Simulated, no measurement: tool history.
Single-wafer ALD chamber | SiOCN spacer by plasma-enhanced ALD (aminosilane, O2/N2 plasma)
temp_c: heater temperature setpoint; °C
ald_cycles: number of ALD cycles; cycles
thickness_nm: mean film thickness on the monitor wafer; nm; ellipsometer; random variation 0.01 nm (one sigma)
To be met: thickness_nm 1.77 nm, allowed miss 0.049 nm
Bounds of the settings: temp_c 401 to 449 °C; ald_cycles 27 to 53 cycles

run  hour  temp_c  ald_cycles  thickness_nm
  1     0     425          40        2.1705
  2     4     425          44        2.3755
  3   9.6     425          42        2.2957
  4    15     433          42        2.2295
  5  23.4     434          40        2.0906
  6  29.3     434          42        2.2419
  7  30.5     434          41          2.16
  8  39.1     435          40         2.075
  9  42.1     435          40         2.077
 10  47.7     436          39        2.0504
 11  52.5     437          38         1.977
 12    58     438          37        1.9279
 13  62.4     439          37        1.9252
 14    69     440          36        1.8776

Which of these 4 next moves meets every target?
  A  75.6     437          36             ?
  B  75.6     441          34             ?
  C  75.6     446          37             ?
  D  75.6     419          34             ?

move  thickness_nm
   A        1.8784
   B        1.7531
   C        1.8792
   D        1.8684
A: as far off as the last run
B: meets every target
C: as far off as the last run
D: nearer than the last run, and not there yet
The right move is B.
